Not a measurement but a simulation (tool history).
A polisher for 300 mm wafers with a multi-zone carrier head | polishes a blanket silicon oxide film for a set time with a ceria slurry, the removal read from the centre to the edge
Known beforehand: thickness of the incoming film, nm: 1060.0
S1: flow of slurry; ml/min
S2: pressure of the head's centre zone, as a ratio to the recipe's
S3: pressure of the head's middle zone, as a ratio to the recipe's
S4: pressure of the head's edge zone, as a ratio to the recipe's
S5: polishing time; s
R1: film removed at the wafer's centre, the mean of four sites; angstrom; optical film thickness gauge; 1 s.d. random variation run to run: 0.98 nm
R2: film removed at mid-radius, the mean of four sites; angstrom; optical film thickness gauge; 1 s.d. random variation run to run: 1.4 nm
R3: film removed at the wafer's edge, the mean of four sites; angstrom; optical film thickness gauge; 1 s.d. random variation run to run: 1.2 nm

run,hour,S1,S2,S3,S4,S5,R1,R2,R3
1,0,215,1,1,1,72,1504.1,1506.1,1509.4
2,1.2,215,1,1,0.96,72,1485.3,1486.6,1475.8
3,7.4,215,0.95,1,0.96,72,1432,1477.8,1470.5
4,16.1,235,0.95,1.03,0.98,72,1440.1,1547.9,1489.5
5,16.6,235,1.02,1.03,0.98,72,1520.9,1589.5,1483.6
6,18,235,1.06,1.03,0.98,72,1590.1,1547.4,1490.1
7,25.2,245,1.04,1.05,1,72,1585.8,1599.4,1521
8,28.2,255,0.95,1.14,1.05,72,1458.1,1722.1,1550.8

Run 9 comes next. What will it give?
9,34.9,260,0.95,1.14,1.05,72,?,?,?

R1: 1456.3 angstrom
R2: 1723.2 angstrom
R3: 1535.7 angstrom
